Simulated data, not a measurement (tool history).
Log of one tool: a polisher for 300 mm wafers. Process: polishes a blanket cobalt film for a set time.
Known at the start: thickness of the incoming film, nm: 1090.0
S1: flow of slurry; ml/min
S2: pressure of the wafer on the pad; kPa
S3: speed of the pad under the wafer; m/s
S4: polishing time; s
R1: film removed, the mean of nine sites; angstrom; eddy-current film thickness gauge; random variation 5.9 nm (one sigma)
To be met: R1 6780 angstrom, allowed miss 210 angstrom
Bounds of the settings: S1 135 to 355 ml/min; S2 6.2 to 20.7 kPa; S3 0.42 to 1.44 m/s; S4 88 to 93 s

run    day   S1    S2    S3  S4      R1
  1      0  225  13.1  0.92  88  4300.1
  2  0.233  225  13.1  0.78  88  3671.7
  3  0.275  255  13.1  0.78  88  3715.9
  4  0.554  255  15.9  0.78  88  4457.5
  5  0.742  255  15.9  0.94  88  5401.6
  6  1.108  300  15.9  0.94  88  5471.8
  7  1.167  300  16.5  0.94  88  5581.6
  8  1.208  300  17.2  0.94  88    5932
  9  1.379  300  18.6  0.94  88    6316

5 next moves are on the table. One of them brings every result within its allowed miss. Which?
  A  1.55  285  18.6  0.94  89   ?
  B  1.55  290    20  0.86  88   ?
  C  1.55  300  17.9  0.94  88   ?
  D  1.55  300  17.9   0.9  93   ?
  E  1.55  290  18.6  0.94  93   ?

move      R1
   A  6422.2
   B  6255.1
   C  6140.8
   D  6221.6
   E  6718.6
A: nearer than the last run, and not there yet
B: further off than the last run
C: further off than the last run
D: further off than the last run
E: meets every target
Move E is the one to make.
